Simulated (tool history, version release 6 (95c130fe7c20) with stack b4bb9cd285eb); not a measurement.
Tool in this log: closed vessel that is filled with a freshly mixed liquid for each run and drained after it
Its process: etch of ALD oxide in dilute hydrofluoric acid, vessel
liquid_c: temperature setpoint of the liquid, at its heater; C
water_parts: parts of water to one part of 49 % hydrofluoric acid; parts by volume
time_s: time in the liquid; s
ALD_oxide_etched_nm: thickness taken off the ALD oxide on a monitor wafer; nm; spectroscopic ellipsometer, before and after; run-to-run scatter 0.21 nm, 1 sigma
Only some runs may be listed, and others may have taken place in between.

run  hour  liquid_c  water_parts  time_s  ALD_oxide_etched_nm
  1   0.0        25          295     750               46.195
  2   5.2        25          295     800               49.067
  3  11.3        25          295     750               45.913
  4  20.2        25          295     750               45.972
  5  27.7        24          295     750               44.094
  6  34.4        24          295     800               48.050

Predict the results of run 7:
  7  42.2        20          300     800                    ?

Run 7 measured ALD_oxide_etched_nm 40.197 nm.
